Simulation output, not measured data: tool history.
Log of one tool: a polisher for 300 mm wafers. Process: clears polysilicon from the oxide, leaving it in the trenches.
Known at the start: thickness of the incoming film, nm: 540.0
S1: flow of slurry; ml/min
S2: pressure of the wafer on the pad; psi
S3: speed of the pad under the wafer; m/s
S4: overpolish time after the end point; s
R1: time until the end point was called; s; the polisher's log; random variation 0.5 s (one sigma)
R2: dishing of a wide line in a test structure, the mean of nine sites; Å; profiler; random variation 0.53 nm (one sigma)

run	hour	S1	S2	S3	S4	R1	R2
1	0.0	215	2.6	0.92	17	43.369	610.97
2	1.2	215	2.2	0.92	17	51.101	599.54
3	1.9	215	2.2	1.12	17	41.077	611.93
4	9.6	215	2.7	1.12	17	33.721	617.85
5	12.1	205	2.6	1.12	15	35.895	606.85
6	13.1	180	2.6	1.12	15	36.522	607.06
7	15.1	180	2.5	1.12	14	38.272	602.45

Forecast run 8:
8	19.0	195	2.4	1.12	13	?	?

R1: 38.275 s
R2: 597.12 Å
